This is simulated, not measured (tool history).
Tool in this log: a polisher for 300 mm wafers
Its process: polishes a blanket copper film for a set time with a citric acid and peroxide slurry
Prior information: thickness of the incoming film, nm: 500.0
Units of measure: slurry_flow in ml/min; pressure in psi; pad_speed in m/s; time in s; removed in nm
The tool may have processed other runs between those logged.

Run 1, hour 0.0: slurry_flow 140 ml/min, pressure 3.5 psi, pad_speed 1.04 m/s, slurry_solids 1.0, time 70 s. Result: removed 168.04 nm.
Run 2, hour 1.2: slurry_flow 140 ml/min, pressure 3.5 psi, pad_speed 1.04 m/s, slurry_solids 1.2, time 70 s. Result: removed 176.17 nm.
Run 3, hour 8.1: slurry_flow 140 ml/min, pressure 3.5 psi, pad_speed 1.04 m/s, slurry_solids 1.2, time 74 s. Result: removed 183.78 nm.
Run 4, hour 16.6: slurry_flow 145 ml/min, pressure 4.0 psi, pad_speed 1.04 m/s, slurry_solids 1.2, time 74 s. Result: removed 212.34 nm.
Run 5, hour 25.2: slurry_flow 145 ml/min, pressure 4.4 psi, pad_speed 1.04 m/s, slurry_solids 1.2, time 74 s. Result: removed 230.23 nm.
Run 6, hour 27.0: slurry_flow 145 ml/min, pressure 4.4 psi, pad_speed 0.86 m/s, slurry_solids 1.2, time 74 s. Result: removed 197.61 nm.

Predict the results of run 7:
Run 7, hour 35.4: slurry_flow 145 ml/min, pressure 4.4 psi, pad_speed 0.86 m/s, slurry_solids 1.2, time 74 s. Result: removed ?.

removed: 196.01 nm
